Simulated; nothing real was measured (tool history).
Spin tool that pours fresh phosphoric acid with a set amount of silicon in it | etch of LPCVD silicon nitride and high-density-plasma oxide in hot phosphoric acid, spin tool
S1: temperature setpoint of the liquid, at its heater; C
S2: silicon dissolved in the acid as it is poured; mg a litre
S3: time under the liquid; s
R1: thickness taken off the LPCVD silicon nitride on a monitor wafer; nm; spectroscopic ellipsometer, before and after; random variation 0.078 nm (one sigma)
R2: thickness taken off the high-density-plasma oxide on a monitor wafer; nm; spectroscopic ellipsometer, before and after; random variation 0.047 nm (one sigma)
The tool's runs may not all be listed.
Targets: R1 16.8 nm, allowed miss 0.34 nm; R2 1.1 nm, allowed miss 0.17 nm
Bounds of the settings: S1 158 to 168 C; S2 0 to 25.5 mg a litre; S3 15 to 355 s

run  hour     S1    S2   S3      R1       R2
  1     0    163    11  180  15.431  0.91592
  2   3.3  164.5  10.5  180  16.017   1.0557
  3   6.7  164.5    16  180  16.194  0.94972
  4  15.6  164.5    16  135  12.031  0.68601
  5  19.8    165    16  140  12.826  0.72537
  6  26.3  166.5    16  140  13.339  0.80535
  7  30.8  166.5    16  140  13.348   0.8444
  8  34.8  166.5    16  145  13.788  0.78789
  9  37.1  166.5    16  145  13.865   0.8989
 10  39.5    168    18  180  18.001   1.0906
 11  43.9    168    18  180  18.142   1.0908
 12    45    168  17.5  180  18.029   1.0083
 13  50.4    168  16.5  180  18.106   1.1793
 14  55.3    168    16  180  18.163   1.1646
 15  55.9    168  15.5  180  18.105   1.1525

5 next moves are on the table. One of them brings every result within its allowed miss. Which?
  A  56.5    168    12  160   ?   ?
  B  56.5  167.5    15  170   ?   ?
  C  56.5    167    16  180   ?   ?
  D  56.5    168    15  185   ?   ?
  E  56.5    168  10.5  185   ?   ?

move      R1      R2
   A   16.06  1.1831
   B  16.792  1.1286
   C  17.495  1.1243
   D   18.57  1.2726
   E   18.57  1.4157
A: takes the result that was furthest off past its target
B: meets every target
C: nearer than the last run, and not there yet
D: further off than the last run
E: further off than the last run
Move B is the one to make.
